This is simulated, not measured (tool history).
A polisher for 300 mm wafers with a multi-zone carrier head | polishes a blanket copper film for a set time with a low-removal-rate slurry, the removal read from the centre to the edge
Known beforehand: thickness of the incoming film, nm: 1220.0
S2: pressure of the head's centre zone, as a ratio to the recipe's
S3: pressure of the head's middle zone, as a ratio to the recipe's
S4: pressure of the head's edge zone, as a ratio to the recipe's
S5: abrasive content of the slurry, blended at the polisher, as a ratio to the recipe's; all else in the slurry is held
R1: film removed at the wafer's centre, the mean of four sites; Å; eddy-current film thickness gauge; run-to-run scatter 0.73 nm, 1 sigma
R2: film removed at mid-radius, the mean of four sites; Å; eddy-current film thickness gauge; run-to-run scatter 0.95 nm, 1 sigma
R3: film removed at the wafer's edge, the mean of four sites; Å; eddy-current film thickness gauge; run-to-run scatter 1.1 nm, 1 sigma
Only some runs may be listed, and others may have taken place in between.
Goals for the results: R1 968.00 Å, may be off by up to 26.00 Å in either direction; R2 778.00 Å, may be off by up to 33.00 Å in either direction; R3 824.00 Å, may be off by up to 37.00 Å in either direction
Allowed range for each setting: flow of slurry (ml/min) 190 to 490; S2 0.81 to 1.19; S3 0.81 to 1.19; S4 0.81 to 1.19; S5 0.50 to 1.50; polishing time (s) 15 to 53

run 1 hour=0.0 | flow_of_slurry_(ml/min)=315 S2=1.00 S3=1.00 S4=1.00 S5=1.00 polishing_time_(s)=34 | R1=991.43 R2=939.63 R3=942.76
run 2 hour=2.0 | flow_of_slurry_(ml/min)=315 S2=1.00 S3=1.07 S4=1.00 S5=1.00 polishing_time_(s)=34 | R1=976.78 R2=981.31 R3=962.47
run 3 hour=9.8 | flow_of_slurry_(ml/min)=315 S2=1.00 S3=1.07 S4=1.00 S5=1.00 polishing_time_(s)=41 | R1=1188.50 R2=1209.20 R3=1136.30
run 4 hour=13.1 | flow_of_slurry_(ml/min)=265 S2=1.00 S3=1.07 S4=1.00 S5=1.00 polishing_time_(s)=41 | R1=1160.50 R2=1183.20 R3=1140.90
run 5 hour=17.2 | flow_of_slurry_(ml/min)=265 S2=1.00 S3=1.07 S4=1.00 S5=0.85 polishing_time_(s)=41 | R1=1113.80 R2=1144.40 R3=1068.80
run 6 hour=17.8 | flow_of_slurry_(ml/min)=260 S2=1.01 S3=1.02 S4=1.01 S5=0.80 polishing_time_(s)=40 | R1=1092.80 R2=1063.60 R3=1061.60
run 7 hour=23.9 | flow_of_slurry_(ml/min)=290 S2=1.11 S3=0.92 S4=0.91 S5=0.55 polishing_time_(s)=32 | R1=891.52 R2=750.55 R3=786.85
run 8 hour=29.2 | flow_of_slurry_(ml/min)=300 S2=1.12 S3=0.92 S4=0.92 S5=0.55 polishing_time_(s)=32 | R1=900.48 R2=759.88 R3=773.32
run 9 hour=36.0 | flow_of_slurry_(ml/min)=295 S2=1.12 S3=0.91 S4=0.93 S5=0.60 polishing_time_(s)=32 | R1=921.82 R2=760.21 R3=785.66

5 candidate next runs follow, results not yet known. Just one meets every target within its allowed miss. Identify it.
run A hour=42.8 | flow_of_slurry_(ml/min)=410 S2=1.07 S3=0.87 S4=0.92 S5=0.75 polishing_time_(s)=30 | R1=? R2=? R3=?
run B hour=42.8 | flow_of_slurry_(ml/min)=240 S2=1.09 S3=0.96 S4=0.83 S5=0.65 polishing_time_(s)=35 | R1=? R2=? R3=?
run C hour=42.8 | flow_of_slurry_(ml/min)=195 S2=1.15 S3=0.92 S4=0.97 S5=0.80 polishing_time_(s)=33 | R1=? R2=? R3=?
run D hour=42.8 | flow_of_slurry_(ml/min)=335 S2=1.16 S3=1.02 S4=0.91 S5=0.55 polishing_time_(s)=34 | R1=? R2=? R3=?
run E hour=42.8 | flow_of_slurry_(ml/min)=325 S2=1.18 S3=1.03 S4=0.89 S5=0.70 polishing_time_(s)=33 | R1=? R2=? R3=?

move=A R1=891.77 R2=732.10 R3=805.14
move=B R1=969.48 R2=840.42 R3=838.39
move=C R1=964.98 R2=773.73 R3=856.40
move=D R1=1014.10 R2=858.39 R3=844.55
move=E R1=1043.30 R2=874.52 R3=847.15
A: its largest miss is bigger than the last run's
B: brings the result that was furthest off to its target, and leaves another outside
C: hits every target within its allowed miss
D: carries the result that was furthest off beyond its target, to the other side
E: carries the result that was furthest off beyond its target, to the other side
C meets every target.
